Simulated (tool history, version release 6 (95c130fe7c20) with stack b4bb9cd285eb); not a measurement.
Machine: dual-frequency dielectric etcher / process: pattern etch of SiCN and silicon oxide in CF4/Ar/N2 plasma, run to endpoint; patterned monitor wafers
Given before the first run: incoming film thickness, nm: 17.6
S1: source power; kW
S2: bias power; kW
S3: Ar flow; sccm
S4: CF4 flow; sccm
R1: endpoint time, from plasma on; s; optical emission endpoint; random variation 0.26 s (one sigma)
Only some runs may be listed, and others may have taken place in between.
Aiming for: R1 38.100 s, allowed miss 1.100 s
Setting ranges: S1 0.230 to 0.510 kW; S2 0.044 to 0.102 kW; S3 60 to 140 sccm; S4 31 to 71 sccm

run,hour,S1,S2,S3,S4,R1
1,0.0,0.370,0.073,100,51,25.584
2,7.1,0.370,0.064,100,51,26.070
3,14.1,0.350,0.063,102,50,28.434
4,18.2,0.350,0.063,86,50,27.630
5,20.5,0.410,0.063,86,50,23.410
6,27.7,0.410,0.063,102,50,23.992
7,33.1,0.390,0.062,102,50,25.553
8,35.0,0.320,0.057,104,49,32.211
9,42.1,0.310,0.057,104,49,33.885
10,43.0,0.310,0.057,104,49,33.750
11,44.8,0.250,0.055,105,49,44.195
12,51.5,0.260,0.055,105,49,42.145
13,52.1,0.300,0.056,105,49,35.218
14,53.5,0.290,0.056,105,49,36.843

Which of these 4 next moves meets every target?
A,54.9,0.280,0.066,103,66,?
B,54.9,0.270,0.057,102,45,?
C,54.9,0.280,0.058,97,44,?
D,54.9,0.290,0.058,96,48,?

move,R1
A,35.204
B,40.569
C,38.457
D,36.255
A: lands further from the targets than the last run did
B: takes the result that was furthest off past its target
C: all results in spec
D: lands further from the targets than the last run did
Go with C: it meets all targets.
